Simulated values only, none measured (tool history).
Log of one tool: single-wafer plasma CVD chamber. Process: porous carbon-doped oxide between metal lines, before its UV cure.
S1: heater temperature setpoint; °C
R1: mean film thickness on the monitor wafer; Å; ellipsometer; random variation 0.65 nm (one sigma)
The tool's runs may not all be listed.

Run 1, day 0.000: S1 320 °C, RF power (W) 545, deposition time (s) 33.9. Result: R1 1782.6 Å.
Run 2, day 0.212: S1 320 °C, RF power (W) 615, deposition time (s) 33.9. Result: R1 1938.0 Å.
Run 3, day 0.512: S1 323 °C, RF power (W) 605, deposition time (s) 33.9. Result: R1 1877.6 Å.
Run 4, day 0.696: S1 323 °C, RF power (W) 605, deposition time (s) 33.9. Result: R1 1889.7 Å.
Run 5, day 0.838: S1 323 °C, RF power (W) 605, deposition time (s) 33.9. Result: R1 1886.4 Å.
Run 6, day 0.862: S1 326 °C, RF power (W) 595, deposition time (s) 33.9. Result: R1 1827.6 Å.
Run 7, day 1.067: S1 329 °C, RF power (W) 590, deposition time (s) 33.9. Result: R1 1796.6 Å.
Run 8, day 1.412: S1 331 °C, RF power (W) 585, deposition time (s) 33.9. Result: R1 1766.1 Å.

The next listed run, before its measurement:
Run 9, day 1.654: S1 333 °C, RF power (W) 580, deposition time (s) 33.9. Result: R1 ?.

{"run 9": {"R1": 1734.5}}

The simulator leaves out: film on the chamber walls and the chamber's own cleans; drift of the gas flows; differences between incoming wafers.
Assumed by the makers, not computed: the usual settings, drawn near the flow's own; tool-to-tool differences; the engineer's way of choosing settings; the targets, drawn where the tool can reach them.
